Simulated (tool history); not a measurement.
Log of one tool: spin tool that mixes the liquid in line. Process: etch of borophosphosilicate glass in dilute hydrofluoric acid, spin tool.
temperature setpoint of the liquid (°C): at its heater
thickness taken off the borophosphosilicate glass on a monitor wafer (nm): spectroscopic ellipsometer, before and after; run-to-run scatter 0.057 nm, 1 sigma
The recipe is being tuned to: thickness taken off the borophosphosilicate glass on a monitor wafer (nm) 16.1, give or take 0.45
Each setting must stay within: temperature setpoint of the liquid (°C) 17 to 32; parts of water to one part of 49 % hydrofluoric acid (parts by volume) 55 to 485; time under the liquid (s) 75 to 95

run	hour	temperature setpoint of the liquid (°C)	parts of water to one part of 49 % hydrofluoric acid (parts by volume)	time under the liquid (s)	thickness taken off the borophosphosilicate glass on a monitor wafer (nm)
1	0	24	270	95	26.167
2	1.6	23.5	275	95	25.23
3	2.2	23.5	275	75	19.969
4	9.5	23.5	275	95	24.965
5	11.9	25.5	275	95	26.822
6	17.5	25.5	275	95	27.105
7	18.1	24.5	280	95	25.494
8	23.1	24	285	95	24.553
9	28.2	23.5	290	95	23.632
10	31.7	23	295	95	22.609
11	35.2	22.5	300	95	21.795
12	36.2	22	305	95	20.877
13	45.2	21.5	305	95	20.537
14	49.7	21	305	95	20.161
15	53.1	20.5	305	95	19.757
16	61.1	20	305	95	19.449
17	64.4	20	305	95	19.385
18	66.2	19.5	305	95	19.118
19	70.3	18	320	95	17.025

Consider the 5 candidate settings below. Which is the only one whose results all fall within their allowed miss of target?
A	74.4	17	300	95	?
B	74.4	18	335	90	?
C	74.4	17.5	300	85	?
D	74.4	19	290	90	?
E	74.4	17	245	75	?

move	thickness taken off the borophosphosilicate glass on a monitor wafer (nm)
A	17.721
B	15.157
C	16.158
D	18.881
E	17.955
A: moves away from the targets compared with the last run
B: takes the biggest miss from the last run beyond its target
C: every result lands within tolerance
D: moves away from the targets compared with the last run
E: moves away from the targets compared with the last run
C meets every target.
